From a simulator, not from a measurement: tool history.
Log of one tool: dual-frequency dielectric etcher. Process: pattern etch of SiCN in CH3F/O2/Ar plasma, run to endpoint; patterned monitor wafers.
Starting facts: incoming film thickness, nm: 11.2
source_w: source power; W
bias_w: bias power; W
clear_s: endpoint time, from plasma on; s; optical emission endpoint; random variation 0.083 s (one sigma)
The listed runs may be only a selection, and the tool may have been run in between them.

run  hour  source_w  bias_w  clear_s
  1     0       410      62   31.865
  2   2.3       410      68   30.918
  3   9.1       410      58   32.256
  4  15.1       450      58   30.824
  5  21.2       470      59   30.298
  6  25.7       490      60   29.527
  7  27.8       500      61    29.32
  8  34.5       510      62   28.727
  9  39.1       520      62   28.477
 10  45.4       530      62    28.19

Estimate the outcome of run 11 from the log above:
 11  52.1       540      62        ?

clear_s: 28.269 s

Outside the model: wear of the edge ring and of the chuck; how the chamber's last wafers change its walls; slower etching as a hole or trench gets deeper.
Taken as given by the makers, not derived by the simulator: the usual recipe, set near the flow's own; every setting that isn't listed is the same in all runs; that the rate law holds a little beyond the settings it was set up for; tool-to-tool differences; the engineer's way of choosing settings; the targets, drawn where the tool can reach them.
